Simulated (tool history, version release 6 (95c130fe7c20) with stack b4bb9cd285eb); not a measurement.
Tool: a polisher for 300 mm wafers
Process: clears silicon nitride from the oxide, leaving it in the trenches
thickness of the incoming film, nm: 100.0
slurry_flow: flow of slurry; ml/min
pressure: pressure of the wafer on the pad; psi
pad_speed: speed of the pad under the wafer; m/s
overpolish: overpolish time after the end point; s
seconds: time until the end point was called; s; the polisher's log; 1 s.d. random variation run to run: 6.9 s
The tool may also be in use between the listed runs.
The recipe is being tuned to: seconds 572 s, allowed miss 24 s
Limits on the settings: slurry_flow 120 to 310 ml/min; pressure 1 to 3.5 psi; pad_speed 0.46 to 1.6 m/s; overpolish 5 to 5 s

run,day,slurry_flow,pressure,pad_speed,overpolish,seconds
1,0,200,2.2,1.02,5,175.56
2,0.271,200,1.9,1.02,5,201.11
3,0.633,155,1.9,1.02,5,212.65
4,0.767,145,1.6,0.86,5,295.81
5,0.838,140,1.4,0.76,5,386.64
6,1.042,140,1.4,0.76,5,382.06
7,1.092,135,1,0.5,5,774.33
8,1.138,135,1.1,0.5,5,730.47
9,1.262,135,1.2,0.5,5,660.32
10,1.621,140,1.5,0.5,5,534.16

Exactly one of the 5 candidate moves below puts every result within its allowed miss. Which one?
A,1.979,140,1.6,0.5,5,?
B,1.979,165,1.5,0.46,5,?
C,1.979,120,1.7,0.46,5,?
D,1.979,120,1.4,0.46,5,?
E,1.979,125,1.1,0.58,5,?

move,seconds
A,506.38
B,570.62
C,527.49
D,635.28
E,638.16
A: its largest miss is bigger than the last run's
B: every result within its allowed miss
C: its largest miss is bigger than the last run's
D: takes the biggest miss from the last run beyond its target
E: takes the biggest miss from the last run beyond its target
B is the move that brings every result within its allowed miss.
